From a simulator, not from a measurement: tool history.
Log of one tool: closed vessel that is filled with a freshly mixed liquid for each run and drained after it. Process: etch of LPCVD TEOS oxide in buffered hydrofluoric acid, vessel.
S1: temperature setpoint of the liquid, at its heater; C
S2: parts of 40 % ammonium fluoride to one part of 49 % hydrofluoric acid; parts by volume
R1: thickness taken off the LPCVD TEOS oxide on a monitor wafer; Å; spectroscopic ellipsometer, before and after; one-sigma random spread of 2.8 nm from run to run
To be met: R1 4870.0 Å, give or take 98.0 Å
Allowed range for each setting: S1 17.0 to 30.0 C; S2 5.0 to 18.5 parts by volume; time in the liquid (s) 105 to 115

Run 1, hour 0.0: S1 22.0 C, S2 11.5 parts by volume, time in the liquid (s) 105. Result: R1 3201.8 Å.
Run 2, hour 3.0: S1 23.0 C, S2 11.5 parts by volume, time in the liquid (s) 105. Result: R1 3398.3 Å.
Run 3, hour 11.0: S1 23.0 C, S2 14.0 parts by volume, time in the liquid (s) 105. Result: R1 2809.0 Å.
Run 4, hour 15.7: S1 25.0 C, S2 14.0 parts by volume, time in the liquid (s) 105. Result: R1 3130.2 Å.
Run 5, hour 21.9: S1 25.0 C, S2 14.0 parts by volume, time in the liquid (s) 115. Result: R1 3429.5 Å.
At hour 25.3: thermometer replaced.
Run 6, hour 25.3: S1 26.0 C, S2 14.0 parts by volume, time in the liquid (s) 115. Result: R1 3281.7 Å.
Run 7, hour 30.3: S1 26.5 C, S2 13.0 parts by volume, time in the liquid (s) 115. Result: R1 3589.1 Å.
Run 8, hour 31.2: S1 30.0 C, S2 11.0 parts by volume, time in the liquid (s) 115. Result: R1 5132.7 Å.

Which of these 4 next moves meets every target?
Run A, hour 32.1: S1 30.0 C, S2 11.0 parts by volume, time in the liquid (s) 105. Result: R1 ?.
Run B, hour 32.1: S1 29.0 C, S2 11.0 parts by volume, time in the liquid (s) 110. Result: R1 ?.
Run C, hour 32.1: S1 30.0 C, S2 10.5 parts by volume, time in the liquid (s) 110. Result: R1 ?.
Run D, hour 32.1: S1 29.0 C, S2 10.0 parts by volume, time in the liquid (s) 105. Result: R1 ?.

move      R1
   A  4700.2
   B  4671.6
   C  5152.0
   D  4892.2
A: takes the result that was furthest off past its target
B: takes the result that was furthest off past its target
C: its largest miss is bigger than the last run's
D: every result lands within tolerance
Answer: D

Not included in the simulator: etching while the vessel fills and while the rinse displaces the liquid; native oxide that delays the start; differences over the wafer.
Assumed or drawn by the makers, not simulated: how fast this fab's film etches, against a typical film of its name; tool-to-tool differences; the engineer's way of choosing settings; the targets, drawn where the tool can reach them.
